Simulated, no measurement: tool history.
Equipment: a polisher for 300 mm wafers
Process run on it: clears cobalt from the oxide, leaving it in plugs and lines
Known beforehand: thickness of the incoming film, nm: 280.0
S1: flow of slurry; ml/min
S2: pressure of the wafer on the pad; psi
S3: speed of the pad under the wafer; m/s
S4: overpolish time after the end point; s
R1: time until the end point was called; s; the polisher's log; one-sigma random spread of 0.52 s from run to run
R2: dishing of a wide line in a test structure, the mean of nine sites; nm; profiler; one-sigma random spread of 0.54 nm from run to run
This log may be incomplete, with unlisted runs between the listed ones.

run  hour   S1   S2    S3  S4      R1      R2
  1     0  135  1.9  1.28  16  54.202  48.916
  2   7.8  160  1.9  1.28  16  52.361  50.029
  3    14  160  2.1  1.28  14  46.651  48.861
  4  17.2  145  2.1  1.28  14  47.678  49.195
  5  25.4  125  2.1  1.28  14   49.13  47.986
  6  30.1  140  2.1  1.28  14  47.796  47.757
  7  33.2  140  2.2  1.28  14  45.809   49.73
  8  34.7  145  2.3  1.28  13  43.788  48.489
  9  35.7  145  2.4  1.28  13  43.551  50.157
 10  43.1  145  2.5   1.3  12  39.905  49.565
 11  43.7  145  2.6   1.3  12  39.278  50.137
 12  44.6  145  2.7   1.3  12  37.107  51.266

Expected results for the next run?
     52.8  -- worn pad replaced by a new one
 13  52.8  145  2.8  1.3  11   ?   ?

{"run 13": {"R1": 32.44, "R2": 51.276}}
